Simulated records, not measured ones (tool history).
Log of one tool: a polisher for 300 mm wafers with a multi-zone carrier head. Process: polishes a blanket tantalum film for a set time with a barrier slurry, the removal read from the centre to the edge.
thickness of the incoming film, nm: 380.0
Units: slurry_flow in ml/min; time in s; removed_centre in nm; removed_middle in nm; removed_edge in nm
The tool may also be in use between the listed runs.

run 1 hour=0.0 | slurry_flow=165 centre_zone=1.00 middle_zone=1.00 edge_zone=1.00 slurry_solids=1.00 time=32 | removed_centre=66.158 removed_middle=69.115 removed_edge=69.479
run 2 hour=7.6 | slurry_flow=155 centre_zone=0.95 middle_zone=1.00 edge_zone=0.96 slurry_solids=0.85 time=29 | removed_centre=55.239 removed_middle=59.828 removed_edge=57.039
run 3 hour=12.1 | slurry_flow=155 centre_zone=1.02 middle_zone=1.00 edge_zone=0.96 slurry_solids=0.85 time=29 | removed_centre=57.849 removed_middle=58.092 removed_edge=58.519
run 4 hour=16.8 | slurry_flow=155 centre_zone=1.02 middle_zone=1.00 edge_zone=0.96 slurry_solids=0.85 time=34 | removed_centre=67.294 removed_middle=68.344 removed_edge=67.643
run 5 hour=22.1 | slurry_flow=140 centre_zone=0.96 middle_zone=1.00 edge_zone=0.98 slurry_solids=0.75 time=31 | removed_centre=53.606 removed_middle=58.083 removed_edge=57.538
-- hour=27.7 centre zone pressure recalibrated
run 6 hour=27.7 | slurry_flow=130 centre_zone=0.92 middle_zone=1.00 edge_zone=0.98 slurry_solids=0.65 time=30 | removed_centre=49.466 removed_middle=52.116 removed_edge=52.496
run 7 hour=28.8 | slurry_flow=120 centre_zone=0.89 middle_zone=1.04 edge_zone=1.01 slurry_solids=0.60 time=28 | removed_centre=41.302 removed_middle=45.988 removed_edge=47.136

Forecast run 8:
run 8 hour=29.4 | slurry_flow=115 centre_zone=0.87 middle_zone=1.07 edge_zone=1.00 slurry_solids=0.55 time=28 | removed_centre=? removed_middle=? removed_edge=?

removed_centre: 38.352 nm
removed_middle: 44.555 nm
removed_edge: 43.019 nm
